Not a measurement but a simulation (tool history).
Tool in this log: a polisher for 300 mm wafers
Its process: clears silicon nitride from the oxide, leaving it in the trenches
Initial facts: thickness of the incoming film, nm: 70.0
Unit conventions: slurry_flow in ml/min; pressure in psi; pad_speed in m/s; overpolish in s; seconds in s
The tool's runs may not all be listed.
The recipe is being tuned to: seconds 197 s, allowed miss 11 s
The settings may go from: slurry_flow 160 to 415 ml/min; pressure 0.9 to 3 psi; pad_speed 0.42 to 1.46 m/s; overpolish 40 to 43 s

Run 1, hour 0: slurry_flow 265 ml/min, pressure 1.9 psi, pad_speed 0.94 m/s, overpolish 40 s. Result: seconds 103.95 s.
Run 2, hour 3: slurry_flow 265 ml/min, pressure 1.6 psi, pad_speed 0.94 m/s, overpolish 40 s. Result: seconds 124.88 s.
Run 3, hour 8.9: slurry_flow 265 ml/min, pressure 1.5 psi, pad_speed 0.92 m/s, overpolish 40 s. Result: seconds 132.95 s.
Run 4, hour 11.6: slurry_flow 265 ml/min, pressure 1.5 psi, pad_speed 0.92 m/s, overpolish 43 s. Result: seconds 133.61 s.
Run 5, hour 20.3: slurry_flow 220 ml/min, pressure 1.5 psi, pad_speed 0.92 m/s, overpolish 43 s. Result: seconds 137.69 s.
Run 6, hour 24.7: slurry_flow 220 ml/min, pressure 1.4 psi, pad_speed 0.92 m/s, overpolish 43 s. Result: seconds 149.6 s.
Run 7, hour 26.9: slurry_flow 215 ml/min, pressure 1.3 psi, pad_speed 0.92 m/s, overpolish 43 s. Result: seconds 156.28 s.
Run 8, hour 31.2: slurry_flow 215 ml/min, pressure 1.2 psi, pad_speed 0.92 m/s, overpolish 43 s. Result: seconds 171.75 s.
Run 9, hour 38.2: slurry_flow 210 ml/min, pressure 1.1 psi, pad_speed 0.92 m/s, overpolish 43 s. Result: seconds 184.44 s.

Of the 5 settings listed for the next run, only one would bring every result within its allowed miss of target. Which one?
Run A, hour 45.2: slurry_flow 205 ml/min, pressure 1.3 psi, pad_speed 0.92 m/s, overpolish 42 s. Result: seconds ?.
Run B, hour 45.2: slurry_flow 230 ml/min, pressure 1.2 psi, pad_speed 0.92 m/s, overpolish 43 s. Result: seconds ?.
Run C, hour 45.2: slurry_flow 175 ml/min, pressure 1.3 psi, pad_speed 0.92 m/s, overpolish 43 s. Result: seconds ?.
Run D, hour 45.2: slurry_flow 215 ml/min, pressure 1.4 psi, pad_speed 0.74 m/s, overpolish 43 s. Result: seconds ?.
Run E, hour 45.2: slurry_flow 315 ml/min, pressure 1.1 psi, pad_speed 0.84 m/s, overpolish 43 s. Result: seconds ?.

move  seconds
   A   160.21
   B   171.38
   C    162.3
   D   175.69
   E   195.32
A: the biggest miss grows against the last run
B: the biggest miss grows against the last run
C: the biggest miss grows against the last run
D: the biggest miss grows against the last run
E: meets every target
The right move is E.
